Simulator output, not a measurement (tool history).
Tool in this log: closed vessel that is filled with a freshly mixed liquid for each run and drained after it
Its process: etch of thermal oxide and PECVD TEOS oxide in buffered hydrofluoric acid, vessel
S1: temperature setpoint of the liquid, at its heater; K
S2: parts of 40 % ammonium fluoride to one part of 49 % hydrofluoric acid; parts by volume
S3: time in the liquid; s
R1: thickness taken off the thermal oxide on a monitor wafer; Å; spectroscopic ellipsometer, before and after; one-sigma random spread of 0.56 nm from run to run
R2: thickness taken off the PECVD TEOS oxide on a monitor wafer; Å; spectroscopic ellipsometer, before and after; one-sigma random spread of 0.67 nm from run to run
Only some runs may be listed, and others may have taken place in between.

run	day	S1	S2	S3	R1	R2
1	0	296.15	14.5	60	444.82	826.15
2	0.146	298.15	14	60	511.15	953.45
3	0.233	299.65	13.5	60	580.86	1064.8
4	0.392	300.65	13	60	623.11	1167.7
5	0.75	301.65	13	60	661.95	1222.7
6	0.996	302.15	13	60	684.85	1279.5

Run 7 comes next. What will it give?
7	1.342	302.65	13	60	?	?

{"run 7": {"R1": 699.1, "R2": 1303.7}}
